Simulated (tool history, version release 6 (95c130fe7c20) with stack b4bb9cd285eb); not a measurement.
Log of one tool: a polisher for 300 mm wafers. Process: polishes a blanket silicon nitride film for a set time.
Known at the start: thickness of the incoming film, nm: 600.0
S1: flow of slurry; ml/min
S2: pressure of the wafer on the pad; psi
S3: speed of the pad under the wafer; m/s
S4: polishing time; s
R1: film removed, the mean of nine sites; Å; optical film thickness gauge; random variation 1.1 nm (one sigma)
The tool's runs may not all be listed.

{"run": 1, "hour": 0.0, "S1": 240, "S2": 2.5, "S3": 1.34, "S4": 86, "R1": 1520.7}
{"run": 2, "hour": 1.0, "S1": 240, "S2": 2.4, "S3": 1.34, "S4": 86, "R1": 1438.9}
{"run": 3, "hour": 4.4, "S1": 240, "S2": 2.4, "S3": 1.34, "S4": 91, "R1": 1507.6}
{"run": 4, "hour": 13.0, "S1": 190, "S2": 2.4, "S3": 1.34, "S4": 91, "R1": 1461.6}
{"run": 5, "hour": 21.3, "S1": 190, "S2": 2.4, "S3": 1.34, "S4": 91, "R1": 1490.5}
{"run": 6, "hour": 25.1, "S1": 165, "S2": 2.4, "S3": 1.34, "S4": 91, "R1": 1458.1}

Run 7 comes next. What will it give?
{"run": 7, "hour": 26.4, "S1": 165, "S2": 2.3, "S3": 1.34, "S4": 91, "R1": "?"}

{"run 7": {"R1": 1425.6}}
